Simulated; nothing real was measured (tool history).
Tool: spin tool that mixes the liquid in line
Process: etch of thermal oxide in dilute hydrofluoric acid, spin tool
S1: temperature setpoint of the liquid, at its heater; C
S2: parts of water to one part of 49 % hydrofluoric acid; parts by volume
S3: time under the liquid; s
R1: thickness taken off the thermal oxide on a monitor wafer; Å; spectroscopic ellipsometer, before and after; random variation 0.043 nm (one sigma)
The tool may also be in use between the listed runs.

run    day    S1  S2  S3      R1
  1      0    22  40  80  105.35
  2  0.292  24.5  40  80   116.2
  3  0.658  23.5  40  80   110.8
  4  0.933  26.5  40  80  124.52
  5  1.283    25  40  80  118.26
  6  1.575    25  40  80  117.86
  7  1.812    24  40  80   113.2
  8    2.1    23  40  80  108.66
  9  2.388    22  40  80  104.07
 10  2.721    21  40  80  99.553

Run 11 comes next. What will it give?
 11  2.879  20.5  40  80   ?

Run 11 gave R1 98.389 Å.
